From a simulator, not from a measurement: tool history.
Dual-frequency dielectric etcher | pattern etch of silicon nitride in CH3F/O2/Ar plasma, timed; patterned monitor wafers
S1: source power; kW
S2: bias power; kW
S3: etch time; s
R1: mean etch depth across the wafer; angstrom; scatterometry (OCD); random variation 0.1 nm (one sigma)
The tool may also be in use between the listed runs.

run 1 day=0 | S1=0.49 S2=0.086 S3=33 | R1=261.37
run 2 day=0.346 | S1=0.42 S2=0.086 S3=33 | R1=254.9
run 3 day=0.675 | S1=0.42 S2=0.072 S3=33 | R1=235.72
run 4 day=0.892 | S1=0.42 S2=0.084 S3=33 | R1=251.02
run 5 day=1.15 | S1=0.42 S2=0.084 S3=33 | R1=251.54
run 6 day=1.288 | S1=0.42 S2=0.084 S3=33 | R1=249.76
run 7 day=1.508 | S1=0.45 S2=0.087 S3=33 | R1=258.21

Forecast run 8:
run 8 day=1.642 | S1=0.47 S2=0.09 S3=33 | R1=?

Run 8 gave R1 264.69 angstrom.
